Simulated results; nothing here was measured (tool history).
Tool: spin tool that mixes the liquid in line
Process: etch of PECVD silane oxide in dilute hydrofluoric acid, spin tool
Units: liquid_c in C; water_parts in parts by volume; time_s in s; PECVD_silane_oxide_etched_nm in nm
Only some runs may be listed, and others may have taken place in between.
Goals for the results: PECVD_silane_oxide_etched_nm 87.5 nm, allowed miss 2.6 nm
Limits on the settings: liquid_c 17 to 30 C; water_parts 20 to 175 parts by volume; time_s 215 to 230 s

run	hour	liquid_c	water_parts	time_s	PECVD_silane_oxide_etched_nm
1	0	22	95	215	44.272
2	2.6	24.5	85	215	55.678
3	7.8	23	85	215	51.857
4	12.3	25	80	215	61.285
5	15.7	26.5	75	215	68.902
# hour 17.8: thermometer replaced
6	17.8	27.5	70	215	72.495
7	20.8	28	65	215	81.19
8	21.7	28.5	65	215	82.286
9	29	29	65	215	83.346

Of the 4 settings listed for the next run, only one would bring every result within its allowed miss of target. Which one?
A	36.3	30	65	215	?
B	36.3	25	60	215	?
C	36.3	29.5	75	215	?
D	36.3	29	70	220	?

move	PECVD_silane_oxide_etched_nm
A	87.02
B	77.891
C	72.891
D	78.955
A: hits every target within its allowed miss
B: its largest miss is bigger than the last run's
C: its largest miss is bigger than the last run's
D: its largest miss is bigger than the last run's
Move A is the one to make.
